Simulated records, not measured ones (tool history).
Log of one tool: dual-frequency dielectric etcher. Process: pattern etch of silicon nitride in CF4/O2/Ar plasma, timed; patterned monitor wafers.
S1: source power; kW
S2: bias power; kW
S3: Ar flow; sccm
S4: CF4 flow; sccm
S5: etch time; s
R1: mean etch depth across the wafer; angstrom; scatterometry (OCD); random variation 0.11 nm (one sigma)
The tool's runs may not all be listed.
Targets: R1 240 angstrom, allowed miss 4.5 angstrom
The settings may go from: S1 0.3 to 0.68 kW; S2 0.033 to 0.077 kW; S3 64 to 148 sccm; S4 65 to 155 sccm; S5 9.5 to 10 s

run  hour    S1     S2   S3   S4  S5      R1
  1     0  0.49  0.055  106  110  10     201
  2   3.2  0.49  0.046  106  110  10  185.71
  3   6.1  0.53  0.046  106  110  10   200.9
  4   7.3  0.53  0.046  106  110  10  200.07
  5  16.3  0.53  0.046  122  110  10  198.48
  6  21.4  0.56  0.046  122  110  10  209.82
  7  22.5  0.58  0.046  122  110  10  215.59
  8  23.9  0.58  0.046  122  110  10  213.69
  9  28.8   0.6  0.046  122  110  10  221.39
 10  37.2  0.61  0.046  122  110  10  224.23
 11  42.8  0.62  0.046  122  110  10  228.19
 12  48.7  0.63  0.046  122  110  10  228.92
 13  52.5  0.64  0.046  122  110  10  234.32

5 next moves are on the table. One of them brings every result within its allowed miss. Which?
  A  56.3  0.57  0.055  120  116   10   ?
  B  56.3  0.65  0.045  112  128  9.5   ?
  C  56.3  0.59  0.051  127  113   10   ?
  D  56.3  0.63  0.043  123  117   10   ?
  E  56.3  0.68  0.043  120   97   10   ?

move      R1
   A  226.86
   B  229.61
   C  225.44
   D  226.46
   E  238.11
A: further off than the last run
B: further off than the last run
C: further off than the last run
D: further off than the last run
E: meets every target
The right move is E.

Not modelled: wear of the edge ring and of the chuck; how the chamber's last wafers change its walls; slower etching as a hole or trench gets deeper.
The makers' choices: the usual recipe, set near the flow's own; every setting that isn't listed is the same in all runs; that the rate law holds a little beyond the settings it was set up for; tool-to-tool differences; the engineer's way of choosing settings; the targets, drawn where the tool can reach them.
